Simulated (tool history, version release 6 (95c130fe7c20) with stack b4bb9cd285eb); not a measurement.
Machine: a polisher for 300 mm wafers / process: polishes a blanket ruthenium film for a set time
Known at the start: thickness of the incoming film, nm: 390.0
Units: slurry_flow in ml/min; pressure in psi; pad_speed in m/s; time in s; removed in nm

run  hour  slurry_flow  pressure  pad_speed  time  removed
  1     0          260       1.6       1.16    74   79.709
  2   5.7          260       1.6       1.36    74    91.15
  3   9.2          200       1.6       1.36    74   88.055
  4  10.3          195       1.4       1.32    74   74.321
  5    16          190       1.2       1.32    74   64.442
  6  23.8          190       1.2       1.32    78   67.664
  7    31          185       1.1        1.3    78   60.231
     37.4  -- slurry nozzle cleaned
  8  37.4          180         1        1.3    78   57.904
  9  43.4          175       0.9       1.28    78   51.327
 10  48.9          170       0.9       1.28    78   50.453
 11  52.7          165       0.9       1.28    78   50.439

Run 12 is up next; what results do you expect?
 12  58.9          165       0.7       1.28    78        ?

{"run 12": {"removed": 40.337}}
